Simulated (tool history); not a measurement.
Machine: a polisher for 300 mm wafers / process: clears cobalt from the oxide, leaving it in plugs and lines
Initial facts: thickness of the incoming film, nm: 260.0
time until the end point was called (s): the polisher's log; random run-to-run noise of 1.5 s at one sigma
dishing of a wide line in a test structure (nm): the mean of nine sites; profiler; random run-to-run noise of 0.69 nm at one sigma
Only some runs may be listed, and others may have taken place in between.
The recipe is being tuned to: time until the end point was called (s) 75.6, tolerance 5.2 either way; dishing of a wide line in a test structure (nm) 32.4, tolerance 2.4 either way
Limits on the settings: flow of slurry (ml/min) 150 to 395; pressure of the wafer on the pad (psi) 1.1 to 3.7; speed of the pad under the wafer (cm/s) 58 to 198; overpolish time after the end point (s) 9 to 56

run  hour  flow of slurry (ml/min)  pressure of the wafer on the pad (psi)  speed of the pad under the wafer (cm/s)  overpolish time after the end point (s)  time until the end point was called (s)  dishing of a wide line in a test structure (nm)
  1     0                      250                                     2.4                                      128                                       29                                   32.191                                           45.388
  2   2.5                      250                                     2.4                                      112                                       29                                   35.366                                           45.925
  3   4.6                      250                                     2.4                                       88                                       29                                   46.739                                           44.803
  4  11.9                      245                                     2.3                                       84                                       26                                   50.786                                            44.03
  5  12.7                      230                                     2.2                                       82                                       24                                   53.826                                           43.273
  6  18.4                      230                                     2.7                                       82                                       24                                   43.879                                           43.409
  7  24.6                      220                                     2.6                                       78                                       22                                   48.241                                           43.806
  8    33                      215                                     2.5                                       76                                       20                                   49.573                                           41.669
  9  34.2                      205                                     2.4                                       76                                       19                                   54.205                                           41.477
 10  42.7                      200                                     2.3                                       76                                       18                                   54.986                                           39.979
 11  49.4                      200                                     2.3                                       76                                       18                                   57.317                                           38.512
 12  56.8                      195                                     2.2                                       76                                       17                                   59.568                                            40.55
 13  60.8                      190                                     2.2                                       74                                       16                                    60.72                                           37.544

5 next moves are on the table. One of them brings every result within its allowed miss. Which?
  A  64.8                      150                                     2.1                                       80                                        9                                        ?                                                ?
  B  64.8                      150                                     1.5                                      104                                        9                                        ?                                                ?
  C  64.8                      150                                     1.9                                       86                                        9                                        ?                                                ?
  D  64.8                      150                                     1.6                                       98                                        9                                        ?                                                ?
  E  64.8                      175                                       2                                       64                                       15                                        ?                                                ?

move  time until the end point was called (s)  dishing of a wide line in a test structure (nm)
   A                                   63.798                                           28.393
   B                                   68.526                                           27.215
   C                                   65.575                                            27.94
   D                                   68.225                                           27.287
   E                                   80.241                                           33.136
A: better than the last run, though not everything is in spec
B: better than the last run, though not everything is in spec
C: better than the last run, though not everything is in spec
D: better than the last run, though not everything is in spec
E: all results land within tolerance of their targets
Go with E: it meets all targets.
